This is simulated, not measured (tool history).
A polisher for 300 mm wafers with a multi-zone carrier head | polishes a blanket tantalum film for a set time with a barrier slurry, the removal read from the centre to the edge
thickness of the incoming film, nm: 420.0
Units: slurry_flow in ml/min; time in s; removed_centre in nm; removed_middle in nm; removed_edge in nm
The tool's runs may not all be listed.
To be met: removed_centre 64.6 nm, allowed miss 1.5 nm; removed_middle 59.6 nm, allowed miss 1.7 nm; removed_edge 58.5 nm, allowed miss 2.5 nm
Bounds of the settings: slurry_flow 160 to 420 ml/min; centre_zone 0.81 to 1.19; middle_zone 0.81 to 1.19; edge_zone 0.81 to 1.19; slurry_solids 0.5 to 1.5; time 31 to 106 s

run,hour,slurry_flow,centre_zone,middle_zone,edge_zone,slurry_solids,time,removed_centre,removed_middle,removed_edge
1,0,270,1,1,1,1,68,91.677,90.806,93.878
2,7.4,305,1,1,1,1,68,91.251,89.778,93.288
3,14.6,305,1,1,0.98,0.95,66,88.812,87.588,89.293
4,20.9,305,1,1.03,0.98,0.95,66,89.193,89.635,86.754
5,22.7,305,1,1.03,0.98,0.95,81,109.11,108.95,108.87
6,26.9,305,1,1.03,0.98,1.15,81,115.1,114.24,112.29
7,27.7,310,1.01,1.02,0.96,1.05,76,105.92,103.31,102.92
8,33.3,315,1.02,1.02,0.95,1,72,98.432,97.93,99.537
9,39.3,320,1.03,1.03,0.98,0.95,68,95.63,92.386,91.844
10,46.2,320,1.04,1.03,0.98,0.9,64,87.195,85.759,86.09
11,51.7,335,1.06,1.03,0.96,0.85,61,83.756,80.062,79.563
12,57.4,335,1.07,1.03,0.95,0.8,59,81.447,78.166,75.593
13,63.4,335,1.07,1.02,0.94,0.75,58,78.237,72.775,75.455
14,67.1,340,1.08,1.03,0.93,0.7,56,75.075,70.757,71.329
15,73.1,340,1.08,1.03,0.93,0.7,56,75.675,69.386,71.05
16,73.6,340,1.08,1.03,0.93,0.7,56,75.087,69.366,68.028
17,76.7,330,1.07,1.02,0.91,0.7,56,73.585,69.218,69.021
18,79.2,330,1.07,1.02,0.91,0.7,56,74.561,70.335,68.39
19,79.8,325,1.06,1,0.9,0.7,56,72.314,68.734,69.653
20,85.9,320,1.07,1,0.89,0.65,55,71.179,66.257,64.65
21,88.4,310,1.06,0.99,0.88,0.65,55,71.018,65.382,65.397
22,89.7,320,1.05,0.99,0.83,0.5,51,60.311,56.36,55.493
23,95.4,320,1.06,1,0.84,0.5,51,61.125,57.055,55.752
24,96.7,325,1.06,1,0.85,0.5,51,61.122,57.39,55.962
25,104.3,325,1.06,1,0.86,0.5,51,60.628,57.165,56.44
26,113.2,325,1.07,1,0.86,0.5,51,61.405,56.04,56.058

4 next moves are on the table. One of them brings every result within its allowed miss. Which?
A,122.1,295,1.09,1.03,0.89,0.5,53,?,?,?
B,122.1,300,1,1.1,0.87,0.7,46,?,?,?
C,122.1,275,1.03,1.1,0.82,0.8,44,?,?,?
D,122.1,325,1.08,0.84,0.93,0.55,51,?,?,?

move,removed_centre,removed_middle,removed_edge
A,64.317,59.289,58.109
B,56.902,59.053,55.212
C,57.603,58.218,53.674
D,63.481,52.545,58.583
A: meets every target
B: further off than the last run
C: further off than the last run
D: brings the result that was furthest off to its target, and leaves another outside
Answer: A

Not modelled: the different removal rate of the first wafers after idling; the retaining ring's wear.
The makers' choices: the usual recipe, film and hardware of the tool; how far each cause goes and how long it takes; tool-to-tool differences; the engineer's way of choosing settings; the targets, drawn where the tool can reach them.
